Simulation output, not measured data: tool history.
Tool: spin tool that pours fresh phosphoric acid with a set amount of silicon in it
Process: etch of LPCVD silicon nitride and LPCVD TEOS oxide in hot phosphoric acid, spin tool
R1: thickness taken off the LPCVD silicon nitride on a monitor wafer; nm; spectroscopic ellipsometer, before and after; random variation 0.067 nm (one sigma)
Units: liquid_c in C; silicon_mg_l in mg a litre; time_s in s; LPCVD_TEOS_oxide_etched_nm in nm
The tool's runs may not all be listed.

Run 1, hour 0: liquid_c 164 C, silicon_mg_l 25 mg a litre, time_s 45 s. Result: R1 4.1059 nm, LPCVD_TEOS_oxide_etched_nm 0.16204 nm.
Run 2, hour 0.7: liquid_c 164.5 C, silicon_mg_l 21 mg a litre, time_s 50 s. Result: R1 4.7299 nm, LPCVD_TEOS_oxide_etched_nm 0.25209 nm.
Run 3, hour 8.9: liquid_c 164.5 C, silicon_mg_l 21 mg a litre, time_s 35 s. Result: R1 3.2916 nm, LPCVD_TEOS_oxide_etched_nm 0.1614 nm.
Run 4, hour 11.6: liquid_c 164.5 C, silicon_mg_l 21 mg a litre, time_s 50 s. Result: R1 4.6898 nm, LPCVD_TEOS_oxide_etched_nm 0.23981 nm.
At hour 18.7: heated supply line repaired.
Run 5, hour 18.7: liquid_c 165 C, silicon_mg_l 19.5 mg a litre, time_s 55 s. Result: R1 5.7488 nm, LPCVD_TEOS_oxide_etched_nm 0.36786 nm.
Run 6, hour 20: liquid_c 166 C, silicon_mg_l 19.5 mg a litre, time_s 55 s. Result: R1 5.926 nm, LPCVD_TEOS_oxide_etched_nm 0.38435 nm.
Run 7, hour 28.9: liquid_c 166 C, silicon_mg_l 19.5 mg a litre, time_s 55 s. Result: R1 5.8972 nm, LPCVD_TEOS_oxide_etched_nm 0.39015 nm.

The next listed run, before its measurement:
Run 8, hour 35.8: liquid_c 166.5 C, silicon_mg_l 19 mg a litre, time_s 55 s. Result: R1 ?, LPCVD_TEOS_oxide_etched_nm ?.

Run 8 gave R1 6.1204 nm, LPCVD_TEOS_oxide_etched_nm 0.47983 nm.

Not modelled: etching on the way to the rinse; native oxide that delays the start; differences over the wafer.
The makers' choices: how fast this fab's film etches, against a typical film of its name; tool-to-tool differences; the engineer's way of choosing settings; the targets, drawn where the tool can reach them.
